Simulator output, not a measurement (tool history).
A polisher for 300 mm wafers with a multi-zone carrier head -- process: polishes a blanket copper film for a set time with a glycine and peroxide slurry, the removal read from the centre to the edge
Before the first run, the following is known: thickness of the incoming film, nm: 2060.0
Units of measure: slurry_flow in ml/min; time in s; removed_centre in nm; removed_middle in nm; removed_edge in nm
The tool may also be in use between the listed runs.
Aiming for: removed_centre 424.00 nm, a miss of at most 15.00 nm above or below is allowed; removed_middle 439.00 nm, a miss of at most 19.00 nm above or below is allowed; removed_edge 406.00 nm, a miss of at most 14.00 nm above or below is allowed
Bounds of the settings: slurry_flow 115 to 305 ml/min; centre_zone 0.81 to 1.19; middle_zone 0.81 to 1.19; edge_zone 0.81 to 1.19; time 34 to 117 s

{"run": 1, "hour": 0.0, "slurry_flow": 195, "centre_zone": 1.0, "middle_zone": 1.0, "edge_zone": 1.0, "time": 75, "removed_centre": 287.88, "removed_middle": 293.5, "removed_edge": 307.38}
{"run": 2, "hour": 4.1, "slurry_flow": 220, "centre_zone": 1.0, "middle_zone": 1.0, "edge_zone": 1.0, "time": 75, "removed_centre": 293.19, "removed_middle": 308.53, "removed_edge": 310.46}
{"run": 3, "hour": 10.8, "slurry_flow": 225, "centre_zone": 1.02, "middle_zone": 1.02, "edge_zone": 1.01, "time": 78, "removed_centre": 312.16, "removed_middle": 331.56, "removed_edge": 328.83}
{"run": 4, "hour": 13.9, "slurry_flow": 225, "centre_zone": 1.02, "middle_zone": 1.08, "edge_zone": 1.01, "time": 78, "removed_centre": 313.99, "removed_middle": 350.38, "removed_edge": 323.64}
{"run": 5, "hour": 20.1, "slurry_flow": 225, "centre_zone": 1.02, "middle_zone": 1.08, "edge_zone": 1.01, "time": 63, "removed_centre": 255.43, "removed_middle": 279.48, "removed_edge": 262.46}
{"run": 6, "hour": 28.4, "slurry_flow": 225, "centre_zone": 1.02, "middle_zone": 1.08, "edge_zone": 1.01, "time": 49, "removed_centre": 197.36, "removed_middle": 216.78, "removed_edge": 206.72}
{"run": 7, "hour": 35.2, "slurry_flow": 225, "centre_zone": 1.02, "middle_zone": 1.08, "edge_zone": 1.01, "time": 49, "removed_centre": 198.81, "removed_middle": 214.13, "removed_edge": 208.65}
{"run": 8, "hour": 41.7, "slurry_flow": 230, "centre_zone": 1.04, "middle_zone": 1.08, "edge_zone": 1.03, "time": 55, "removed_centre": 226.03, "removed_middle": 239.2, "removed_edge": 232.15}
{"run": 9, "hour": 50.4, "slurry_flow": 235, "centre_zone": 1.05, "middle_zone": 1.09, "edge_zone": 1.05, "time": 60, "removed_centre": 252.36, "removed_middle": 267.16, "removed_edge": 254.2}
{"run": 10, "hour": 56.9, "slurry_flow": 240, "centre_zone": 1.06, "middle_zone": 1.09, "edge_zone": 1.07, "time": 64, "removed_centre": 273.63, "removed_middle": 290.58, "removed_edge": 276.09}
{"run": 11, "hour": 61.3, "slurry_flow": 245, "centre_zone": 1.07, "middle_zone": 1.09, "edge_zone": 1.09, "time": 67, "removed_centre": 293.64, "removed_middle": 302.8, "removed_edge": 295.48}
{"run": 12, "hour": 65.9, "slurry_flow": 250, "centre_zone": 1.08, "middle_zone": 1.1, "edge_zone": 1.1, "time": 70, "removed_centre": 304.2, "removed_middle": 319.8, "removed_edge": 301.06}
{"hour": 66.9, "done": "slurry nozzle cleaned"}
{"run": 13, "hour": 66.9, "slurry_flow": 250, "centre_zone": 1.08, "middle_zone": 1.1, "edge_zone": 1.1, "time": 70, "removed_centre": 332.98, "removed_middle": 342.72, "removed_edge": 327.4}
{"run": 14, "hour": 75.2, "slurry_flow": 255, "centre_zone": 1.08, "middle_zone": 1.11, "edge_zone": 1.11, "time": 71, "removed_centre": 337.71, "removed_middle": 357.33, "removed_edge": 337.34}
{"run": 15, "hour": 82.4, "slurry_flow": 260, "centre_zone": 1.09, "middle_zone": 1.12, "edge_zone": 1.12, "time": 72, "removed_centre": 348.38, "removed_middle": 361.79, "removed_edge": 345.24}
{"run": 16, "hour": 83.3, "slurry_flow": 260, "centre_zone": 1.09, "middle_zone": 1.12, "edge_zone": 1.12, "time": 72, "removed_centre": 347.65, "removed_middle": 358.07, "removed_edge": 336.9}
{"run": 17, "hour": 90.5, "slurry_flow": 265, "centre_zone": 1.09, "middle_zone": 1.13, "edge_zone": 1.13, "time": 73, "removed_centre": 358.86, "removed_middle": 370.74, "removed_edge": 345.42}
{"run": 18, "hour": 97.1, "slurry_flow": 265, "centre_zone": 1.09, "middle_zone": 1.13, "edge_zone": 1.14, "time": 74, "removed_centre": 357.43, "removed_middle": 369.96, "removed_edge": 356.07}
{"run": 19, "hour": 98.9, "slurry_flow": 270, "centre_zone": 1.1, "middle_zone": 1.14, "edge_zone": 1.15, "time": 75, "removed_centre": 369.45, "removed_middle": 382.44, "removed_edge": 361.32}
{"run": 20, "hour": 103.8, "slurry_flow": 270, "centre_zone": 1.1, "middle_zone": 1.15, "edge_zone": 1.15, "time": 76, "removed_centre": 371.42, "removed_middle": 387.44, "removed_edge": 363.85}
{"run": 21, "hour": 105.7, "slurry_flow": 270, "centre_zone": 1.1, "middle_zone": 1.15, "edge_zone": 1.15, "time": 76, "removed_centre": 374.9, "removed_middle": 391.17, "removed_edge": 365.23}
{"run": 22, "hour": 107.7, "slurry_flow": 275, "centre_zone": 1.1, "middle_zone": 1.15, "edge_zone": 1.16, "time": 77, "removed_centre": 378.35, "removed_middle": 395.71, "removed_edge": 371.03}

Consider the 5 candidate settings below. Which is the only one whose results all fall within their allowed miss of target?
{"run": "A", "hour": 109.7, "slurry_flow": 275, "centre_zone": 0.92, "middle_zone": 1.03, "edge_zone": 1.19, "time": 88, "removed_centre": "?", "removed_middle": "?", "removed_edge": "?"}
{"run": "B", "hour": 109.7, "slurry_flow": 305, "centre_zone": 1.19, "middle_zone": 1.19, "edge_zone": 0.91, "time": 79, "removed_centre": "?", "removed_middle": "?", "removed_edge": "?"}
{"run": "C", "hour": 109.7, "slurry_flow": 270, "centre_zone": 0.88, "middle_zone": 1.19, "edge_zone": 1.16, "time": 85, "removed_centre": "?", "removed_middle": "?", "removed_edge": "?"}
{"run": "D", "hour": 109.7, "slurry_flow": 280, "centre_zone": 1.11, "middle_zone": 1.13, "edge_zone": 1.13, "time": 85, "removed_centre": "?", "removed_middle": "?", "removed_edge": "?"}
{"run": "E", "hour": 109.7, "slurry_flow": 275, "centre_zone": 1.06, "middle_zone": 1.14, "edge_zone": 1.16, "time": 69, "removed_centre": "?", "removed_middle": "?", "removed_edge": "?"}

move=A removed_centre=366.42 removed_middle=417.78 removed_edge=421.91
move=B removed_centre=431.53 removed_middle=428.58 removed_edge=337.30
move=C removed_centre=338.08 removed_middle=455.90 removed_edge=401.05
move=D removed_centre=428.62 removed_middle=437.22 removed_edge=397.57
move=E removed_centre=331.50 removed_middle=357.00 removed_edge=326.27
A: moves away from the targets compared with the last run
B: gets the furthest-off result to its target, but another result is out of tolerance
C: moves away from the targets compared with the last run
D: every result within its allowed miss
E: moves away from the targets compared with the last run
Correct choice: D, which meets every target
